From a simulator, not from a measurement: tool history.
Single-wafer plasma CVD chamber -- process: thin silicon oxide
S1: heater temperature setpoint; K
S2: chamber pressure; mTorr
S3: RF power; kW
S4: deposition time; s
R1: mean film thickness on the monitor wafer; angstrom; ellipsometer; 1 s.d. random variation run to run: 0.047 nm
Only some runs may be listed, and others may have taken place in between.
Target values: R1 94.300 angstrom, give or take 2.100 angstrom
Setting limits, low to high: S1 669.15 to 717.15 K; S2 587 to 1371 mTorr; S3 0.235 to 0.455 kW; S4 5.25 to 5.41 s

| run | hour | S1 | S2 | S3 | S4 | R1 |
|---|---|---|---|---|---|---|
| 1 | 0.0 | 693.15 | 979 | 0.345 | 5.25 | 127.000 |
| 2 | 6.5 | 693.15 | 979 | 0.305 | 5.25 | 119.220 |
| 3 | 8.5 | 693.15 | 924 | 0.305 | 5.25 | 113.280 |
| 4 | 15.4 | 693.15 | 885 | 0.305 | 5.25 | 106.160 |
| 5 | 24.1 | 693.15 | 1018 | 0.305 | 5.25 | 123.230 |
| 6 | 32.4 | 693.15 | 1018 | 0.270 | 5.25 | 115.870 |
| 7 | 37.0 | 693.15 | 979 | 0.270 | 5.25 | 110.500 |
| 8 | 39.5 | 693.15 | 950 | 0.270 | 5.25 | 107.770 |
| 9 | 44.3 | 693.15 | 925 | 0.270 | 5.25 | 104.730 |
| 10 | 46.0 | 693.15 | 906 | 0.270 | 5.25 | 103.330 |
|  | 47.6 | thermocouple changed; heater temperature recalibrated |
| 11 | 47.6 | 693.15 | 889 | 0.270 | 5.25 | 101.290 |
| 12 | 51.0 | 693.15 | 876 | 0.270 | 5.25 | 98.518 |
| 13 | 58.3 | 693.15 | 817 | 0.270 | 5.25 | 90.338 |

Which one of the following 4 next-run settings gets every result inside its allowed miss? There is exactly one.
| A | 65.6 | 699.15 | 823 | 0.280 | 5.30 | ? |
| B | 65.6 | 690.15 | 815 | 0.270 | 5.25 | ? |
| C | 65.6 | 702.15 | 825 | 0.260 | 5.25 | ? |
| D | 65.6 | 695.15 | 793 | 0.275 | 5.39 | ? |

| move | R1 |
|---|---|
| A | 94.345 |
| B | 90.878 |
| C | 89.583 |
| D | 90.747 |
A: in spec on every target
B: closer than the last run, but not yet in spec
C: moves away from the targets compared with the last run
D: closer than the last run, but not yet in spec
Move A is the one to make.
